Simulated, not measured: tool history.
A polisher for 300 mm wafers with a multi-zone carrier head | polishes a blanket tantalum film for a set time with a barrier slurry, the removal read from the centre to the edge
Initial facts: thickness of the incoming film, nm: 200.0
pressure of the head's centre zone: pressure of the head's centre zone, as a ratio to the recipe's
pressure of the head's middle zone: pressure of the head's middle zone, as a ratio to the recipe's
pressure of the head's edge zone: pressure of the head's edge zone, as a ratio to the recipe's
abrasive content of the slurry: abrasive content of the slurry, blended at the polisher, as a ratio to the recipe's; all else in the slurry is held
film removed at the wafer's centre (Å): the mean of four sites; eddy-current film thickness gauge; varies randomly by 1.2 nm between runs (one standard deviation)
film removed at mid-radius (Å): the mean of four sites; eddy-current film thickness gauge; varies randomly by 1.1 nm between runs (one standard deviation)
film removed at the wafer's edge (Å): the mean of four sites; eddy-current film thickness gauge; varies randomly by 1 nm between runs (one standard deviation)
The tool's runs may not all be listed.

run	hour	flow of slurry (ml/min)	pressure of the head's centre zone	pressure of the head's middle zone	pressure of the head's edge zone	abrasive content of the slurry	polishing time (s)	film removed at the wafer's centre (Å)	film removed at mid-radius (Å)	film removed at the wafer's edge (Å)
1	0.0	295	1.00	1.00	1.00	1.00	38	649.38	664.72	679.16
2	4.3	295	1.00	1.00	1.00	0.90	38	639.25	655.74	667.29
3	5.3	305	0.99	1.05	1.01	1.05	41	714.56	769.13	737.15
4	8.3	305	0.99	1.05	1.01	0.95	41	679.72	744.75	718.94
5	10.0	305	0.99	1.05	1.01	0.95	35	600.94	637.92	620.24
# hour 14.3: slurry nozzle cleaned
6	14.3	305	0.96	1.05	1.01	0.95	35	616.96	653.65	631.40

Expected results for the next run?
7	17.8	305	0.92	1.08	1.05	1.10	38	?	?	?

Run 7 came out at film removed at the wafer's centre (Å) 660.63, film removed at mid-radius (Å) 756.27, film removed at the wafer's edge (Å) 732.61.
